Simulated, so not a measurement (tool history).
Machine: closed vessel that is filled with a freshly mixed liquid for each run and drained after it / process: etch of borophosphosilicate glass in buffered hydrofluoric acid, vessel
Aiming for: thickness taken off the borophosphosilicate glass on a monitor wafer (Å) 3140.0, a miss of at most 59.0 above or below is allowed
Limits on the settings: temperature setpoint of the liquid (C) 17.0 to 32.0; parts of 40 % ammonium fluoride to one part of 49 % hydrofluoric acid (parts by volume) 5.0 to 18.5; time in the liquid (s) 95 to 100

run,day,temperature setpoint of the liquid (C),parts of 40 % ammonium fluoride to one part of 49 % hydrofluoric acid (parts by volume),time in the liquid (s),thickness taken off the borophosphosilicate glass on a monitor wafer (Å)
1,0.000,24.0,11.5,95,1652.8
2,0.338,26.0,11.0,95,1924.7
3,0.633,27.5,10.5,95,2206.3
4,0.758,27.5,7.5,95,2989.9
5,0.971,27.5,10.0,95,2300.0
6,1.258,27.5,10.0,100,2392.2
7,1.438,28.5,10.0,100,2516.0
8,1.538,29.5,10.0,100,2684.6
9,1.733,30.0,10.0,100,2738.9
10,1.917,30.5,10.0,100,2833.8
11,2.283,31.0,10.0,100,2904.6
12,2.338,31.5,10.0,100,2979.1
13,2.433,32.0,10.0,100,3035.9

Pick the move, out of 4, that brings all results within their allowed miss; only one does.
A,2.529,32.0,9.5,100,?
B,2.529,32.0,10.5,100,?
C,2.529,28.5,8.5,100,?
D,2.529,31.5,9.0,95,?

move,thickness taken off the borophosphosilicate glass on a monitor wafer (Å)
A,3132.3
B,2890.8
C,2878.2
D,3001.4
A: all results in spec
B: lands further from the targets than the last run did
C: lands further from the targets than the last run did
D: lands further from the targets than the last run did
A meets every target.
